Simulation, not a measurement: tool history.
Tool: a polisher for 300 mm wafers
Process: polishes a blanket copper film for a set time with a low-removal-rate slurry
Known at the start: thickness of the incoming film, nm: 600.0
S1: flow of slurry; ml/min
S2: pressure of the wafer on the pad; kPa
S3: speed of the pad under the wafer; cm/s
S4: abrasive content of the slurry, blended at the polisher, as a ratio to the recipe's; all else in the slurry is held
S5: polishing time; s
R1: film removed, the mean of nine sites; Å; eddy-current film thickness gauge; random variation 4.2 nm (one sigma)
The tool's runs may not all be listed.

run 1 hour=0.0 | S1=275 S2=20.0 S3=116 S4=1.0 S5=92 | R1=2720.9
run 2 hour=3.1 | S1=225 S2=20.0 S3=116 S4=1.0 S5=92 | R1=2673.8
run 3 hour=5.0 | S1=285 S2=20.0 S3=116 S4=1.0 S5=92 | R1=2740.1
run 4 hour=11.4 | S1=285 S2=20.0 S3=90 S4=1.0 S5=92 | R1=2151.5
run 5 hour=18.5 | S1=285 S2=15.9 S3=90 S4=1.0 S5=92 | R1=1838.0
run 6 hour=24.8 | S1=285 S2=15.9 S3=90 S4=1.0 S5=96 | R1=1923.3
run 7 hour=32.6 | S1=285 S2=15.9 S3=90 S4=1.0 S5=96 | R1=1896.7
run 8 hour=37.8 | S1=285 S2=15.9 S3=90 S4=1.0 S5=96 | R1=1885.8
-- hour=45.9 slurry nozzle cleaned
run 9 hour=45.9 | S1=285 S2=20.0 S3=96 S4=1.0 S5=96 | R1=2557.7
run 10 hour=51.6 | S1=290 S2=22.8 S3=96 S4=1.0 S5=96 | R1=2798.3

Run 11 comes next. What will it give?
run 11 hour=55.5 | S1=290 S2=24.8 S3=100 S4=1.0 S5=96 | R1=?

R1: 3102.2 Å
